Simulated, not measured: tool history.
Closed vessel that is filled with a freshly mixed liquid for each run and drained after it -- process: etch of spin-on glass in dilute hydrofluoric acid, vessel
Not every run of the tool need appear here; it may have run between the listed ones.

run,hour,temperature setpoint of the liquid (K),parts of water to one part of 49 % hydrofluoric acid (parts by volume),time in the liquid (s),thickness taken off the spin-on glass on a monitor wafer (nm)
1,0,294.15,225,290,48.668
2,1.1,293.65,230,290,46.336
3,6.4,295.65,230,290,50.115
4,12.1,294.65,235,290,46.984
# hour 20.8: hydrofluoric acid flow meter replaced
5,20.8,298.15,235,290,48.299
6,26.9,297.65,245,290,44.323

Expected results for the next run?
7,27.9,297.15,250,290,?

thickness taken off the spin-on glass on a monitor wafer (nm): 42.395
